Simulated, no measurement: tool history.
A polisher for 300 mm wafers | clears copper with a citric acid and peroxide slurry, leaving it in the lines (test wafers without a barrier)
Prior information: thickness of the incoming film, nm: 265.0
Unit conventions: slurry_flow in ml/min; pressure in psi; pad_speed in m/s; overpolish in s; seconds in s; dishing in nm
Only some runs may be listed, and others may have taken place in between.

run	hour	slurry_flow	pressure	pad_speed	slurry_solids	overpolish	seconds	dishing
1	0.0	130	2.8	1.26	1.0	17	93.725	29.3570
2	3.4	130	2.5	1.24	1.0	15	107.140	23.9320
3	5.7	130	2.5	1.24	1.2	15	99.452	24.6540
4	10.7	130	2.5	1.24	1.4	15	94.436	25.9100
5	13.8	130	2.3	1.20	1.4	13	107.320	19.7480
6	15.1	130	1.8	1.20	1.4	13	137.220	15.8210
7	20.9	145	1.7	1.20	1.4	11	140.730	13.7330
8	27.9	145	1.7	1.20	1.4	11	138.240	13.8440
9	33.8	155	1.6	1.18	1.4	10	150.240	11.5190
10	40.1	165	1.6	1.18	1.4	9	149.090	10.9340

Run 11 is up next; what results do you expect?
11	48.7	170	1.5	1.20	1.4	8	?	?

Run 11 produced seconds 148.950 s, dishing 9.0422 nm.
